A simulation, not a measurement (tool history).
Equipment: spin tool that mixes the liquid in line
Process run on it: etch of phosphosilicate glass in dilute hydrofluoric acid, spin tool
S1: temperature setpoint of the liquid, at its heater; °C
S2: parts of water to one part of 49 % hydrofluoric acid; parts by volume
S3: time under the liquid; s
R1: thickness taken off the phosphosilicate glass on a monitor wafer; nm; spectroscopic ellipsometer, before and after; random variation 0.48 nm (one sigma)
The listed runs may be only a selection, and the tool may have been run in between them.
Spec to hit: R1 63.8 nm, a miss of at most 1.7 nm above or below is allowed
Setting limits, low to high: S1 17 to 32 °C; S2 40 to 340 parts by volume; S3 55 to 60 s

{"run": 1, "hour": 0.0, "S1": 24, "S2": 190, "S3": 55, "R1": 32.791}
{"run": 2, "hour": 6.3, "S1": 25.5, "S2": 190, "S3": 55, "R1": 34.837}
{"run": 3, "hour": 10.4, "S1": 26.5, "S2": 180, "S3": 55, "R1": 38.087}
{"run": 4, "hour": 13.5, "S1": 27.5, "S2": 170, "S3": 55, "R1": 42.202}
{"run": 5, "hour": 14.9, "S1": 27.5, "S2": 220, "S3": 55, "R1": 31.384}
{"run": 6, "hour": 17.8, "S1": 28, "S2": 205, "S3": 55, "R1": 34.94}
{"run": 7, "hour": 21.1, "S1": 28.5, "S2": 195, "S3": 55, "R1": 37.713}
{"run": 8, "hour": 23.5, "S1": 29, "S2": 185, "S3": 55, "R1": 40.311}
{"run": 9, "hour": 29.5, "S1": 29.5, "S2": 175, "S3": 55, "R1": 44.733}
{"run": 10, "hour": 35.0, "S1": 30, "S2": 170, "S3": 55, "R1": 46.201}
{"run": 11, "hour": 37.4, "S1": 30.5, "S2": 165, "S3": 55, "R1": 48.809}
{"run": 12, "hour": 41.6, "S1": 30.5, "S2": 160, "S3": 55, "R1": 51.679}
{"run": 13, "hour": 49.2, "S1": 30.5, "S2": 155, "S3": 55, "R1": 53.017}

Exercise: of the 5 proposed moves below, exactly one satisfies all targets within the stated allowed misses. Which move is it?
{"run": "A", "hour": 56.8, "S1": 32, "S2": 145, "S3": 60, "R1": "?"}
{"run": "B", "hour": 56.8, "S1": 29, "S2": 130, "S3": 60, "R1": "?"}
{"run": "C", "hour": 56.8, "S1": 29.5, "S2": 140, "S3": 60, "R1": "?"}
{"run": "D", "hour": 56.8, "S1": 29.5, "S2": 135, "S3": 55, "R1": "?"}
{"run": "E", "hour": 56.8, "S1": 31, "S2": 140, "S3": 60, "R1": "?"}

move=A R1=66.549
move=B R1=67.964
move=C R1=63.437
move=D R1=60.703
move=E R1=66.972
A: carries the result that was furthest off beyond its target, to the other side
B: carries the result that was furthest off beyond its target, to the other side
C: hits every target within its allowed miss
D: better than the last run, though not everything is in spec
E: carries the result that was furthest off beyond its target, to the other side
Go with C: it meets all targets.
